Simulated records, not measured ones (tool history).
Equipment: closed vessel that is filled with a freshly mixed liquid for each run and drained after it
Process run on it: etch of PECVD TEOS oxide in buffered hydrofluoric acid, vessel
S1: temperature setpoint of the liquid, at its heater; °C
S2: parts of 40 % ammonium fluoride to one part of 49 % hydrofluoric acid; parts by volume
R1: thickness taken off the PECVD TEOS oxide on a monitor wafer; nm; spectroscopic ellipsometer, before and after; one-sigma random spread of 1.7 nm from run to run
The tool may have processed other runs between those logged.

Run 1, hour 0: S1 23 °C, S2 8 parts by volume, time in the liquid (s) 90. Result: R1 188.2 nm.
Run 2, hour 4.7: S1 25 °C, S2 8 parts by volume, time in the liquid (s) 90. Result: R1 207.69 nm.
Run 3, hour 6.1: S1 25 °C, S2 8 parts by volume, time in the liquid (s) 100. Result: R1 232.31 nm.
Run 4, hour 8.7: S1 25 °C, S2 8 parts by volume, time in the liquid (s) 100. Result: R1 230.8 nm.
Run 5, hour 15.7: S1 26 °C, S2 8 parts by volume, time in the liquid (s) 100. Result: R1 246.34 nm.
Run 6, hour 22.3: S1 26 °C, S2 9.5 parts by volume, time in the liquid (s) 100. Result: R1 208.08 nm.
At hour 25.2: thermometer replaced.
Run 7, hour 25.2: S1 27.5 °C, S2 9.5 parts by volume, time in the liquid (s) 100. Result: R1 240.01 nm.

Run 8 has not been measured yet. What should we expect?
Run 8, hour 28.3: S1 28 °C, S2 9.5 parts by volume, time in the liquid (s) 100. Result: R1 ?.

{"run 8": {"R1": 247.74}}
